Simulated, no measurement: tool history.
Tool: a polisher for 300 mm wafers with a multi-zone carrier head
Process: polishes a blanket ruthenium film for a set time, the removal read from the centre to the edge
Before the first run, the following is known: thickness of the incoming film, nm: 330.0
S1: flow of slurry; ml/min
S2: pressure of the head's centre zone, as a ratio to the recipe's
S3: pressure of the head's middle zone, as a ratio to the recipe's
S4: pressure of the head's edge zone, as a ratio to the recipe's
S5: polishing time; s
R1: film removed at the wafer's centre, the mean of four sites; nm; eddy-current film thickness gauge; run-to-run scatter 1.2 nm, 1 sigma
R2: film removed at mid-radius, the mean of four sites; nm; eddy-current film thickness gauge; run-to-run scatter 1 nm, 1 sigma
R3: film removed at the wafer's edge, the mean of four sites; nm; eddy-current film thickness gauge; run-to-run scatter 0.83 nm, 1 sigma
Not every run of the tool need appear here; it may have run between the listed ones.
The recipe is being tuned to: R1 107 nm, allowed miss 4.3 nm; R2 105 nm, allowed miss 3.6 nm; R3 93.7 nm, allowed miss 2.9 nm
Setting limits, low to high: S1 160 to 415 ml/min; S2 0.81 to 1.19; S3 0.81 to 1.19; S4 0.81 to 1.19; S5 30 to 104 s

run,hour,S1,S2,S3,S4,S5,R1,R2,R3
1,0,265,1,1,1,67,77.618,77.143,77.745
2,6.6,195,1,1,1,67,75.026,73.145,76.532
3,12.1,195,1,0.94,1,67,74.837,69.879,77.925
4,12.7,195,0.92,0.94,1,67,70.019,70.5,75.584
5,20.7,195,0.92,0.94,1,59,62.028,61.116,67.799
6,27.4,230,0.92,0.94,1,59,61.292,63.129,69.567
7,31.5,240,1.02,1.04,0.98,77,89.723,88.959,89.621
8,37.7,260,1.05,1.07,0.98,77,94.147,90.324,89.932
9,43.1,280,1.06,1.1,0.97,78,95.169,97.531,90.125
10,43.9,295,1.08,1.11,0.97,78,98.321,98.28,92.229
11,50,295,1.08,1.11,0.97,78,99.74,95.789,90.523
12,51.2,305,1.09,1.13,0.97,78,101.03,101.69,92.479
13,55.1,310,1.1,1.13,0.97,78,102.83,100.19,91.078

Pick the move, out of 4, that brings all results within their allowed miss; only one does.
A,59,335,1.12,1.05,0.98,79,?,?,?
B,59,310,0.98,1.11,1.02,79,?,?,?
C,59,340,1.14,1.19,1.03,78,?,?,?
D,59,315,1.19,1.13,0.97,76,?,?,?

move,R1,R2,R3
A,103.22,96.508,93.087
B,89.622,100.61,94.049
C,103.99,106.2,93.676
D,105.01,98.321,88.746
A: its largest miss is bigger than the last run's
B: its largest miss is bigger than the last run's
C: hits every target within its allowed miss
D: its largest miss is bigger than the last run's
Move C is the one to make.
